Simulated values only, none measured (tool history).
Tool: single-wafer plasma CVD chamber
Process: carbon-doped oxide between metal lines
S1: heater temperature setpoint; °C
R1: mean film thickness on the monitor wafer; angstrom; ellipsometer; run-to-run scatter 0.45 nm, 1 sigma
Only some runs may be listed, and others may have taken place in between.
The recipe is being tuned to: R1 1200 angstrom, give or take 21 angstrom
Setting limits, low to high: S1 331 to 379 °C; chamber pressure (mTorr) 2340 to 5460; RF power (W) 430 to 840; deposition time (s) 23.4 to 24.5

Run 1, hour 0: S1 355 °C, chamber pressure (mTorr) 3900, RF power (W) 635, deposition time (s) 24.5. Result: R1 1353.8 angstrom.
Run 2, hour 6.8: S1 355 °C, chamber pressure (mTorr) 3900, RF power (W) 635, deposition time (s) 24.5. Result: R1 1359.4 angstrom.
Run 3, hour 14: S1 363 °C, chamber pressure (mTorr) 3900, RF power (W) 635, deposition time (s) 24.5. Result: R1 1328 angstrom.
Run 4, hour 20.8: S1 363 °C, chamber pressure (mTorr) 4330, RF power (W) 635, deposition time (s) 24.5. Result: R1 1340.7 angstrom.
Run 5, hour 22.3: S1 365 °C, chamber pressure (mTorr) 4220, RF power (W) 615, deposition time (s) 24.5. Result: R1 1309.3 angstrom.
Run 6, hour 31.1: S1 366 °C, chamber pressure (mTorr) 4100, RF power (W) 600, deposition time (s) 24.5. Result: R1 1285.6 angstrom.
Run 7, hour 32.4: S1 367 °C, chamber pressure (mTorr) 4010, RF power (W) 590, deposition time (s) 24.5. Result: R1 1261.9 angstrom.
Run 8, hour 40.9: S1 368 °C, chamber pressure (mTorr) 3920, RF power (W) 585, deposition time (s) 24.5. Result: R1 1238 angstrom.
Run 9, hour 42.8: S1 369 °C, chamber pressure (mTorr) 3870, RF power (W) 585, deposition time (s) 24.5. Result: R1 1239.7 angstrom.
Run 10, hour 46.5: S1 369 °C, chamber pressure (mTorr) 3870, RF power (W) 585, deposition time (s) 24.5. Result: R1 1249.1 angstrom.
Run 11, hour 51: S1 370 °C, chamber pressure (mTorr) 3820, RF power (W) 580, deposition time (s) 24.5. Result: R1 1219.8 angstrom.
Run 12, hour 54.9: S1 371 °C, chamber pressure (mTorr) 3800, RF power (W) 580, deposition time (s) 24.5. Result: R1 1227.1 angstrom.
Run 13, hour 62.3: S1 372 °C, chamber pressure (mTorr) 3750, RF power (W) 580, deposition time (s) 24.5. Result: R1 1223.7 angstrom.

Consider the 4 candidate settings below. Which is the only one whose results all fall within their allowed miss of target?
Run A, hour 69.7: S1 378 °C, chamber pressure (mTorr) 4040, RF power (W) 605, deposition time (s) 24.5. Result: R1 ?.
Run B, hour 69.7: S1 370 °C, chamber pressure (mTorr) 4320, RF power (W) 570, deposition time (s) 24.5. Result: R1 ?.
Run C, hour 69.7: S1 374 °C, chamber pressure (mTorr) 3770, RF power (W) 600, deposition time (s) 24.5. Result: R1 ?.
Run D, hour 69.7: S1 372 °C, chamber pressure (mTorr) 3680, RF power (W) 595, deposition time (s) 23.7. Result: R1 ?.

move      R1
   A  1249.5
   B  1244.3
   C    1242
   D  1198.2
A: the biggest miss grows against the last run
B: the biggest miss grows against the last run
C: the biggest miss grows against the last run
D: every result within its allowed miss
Move D is the one to make.
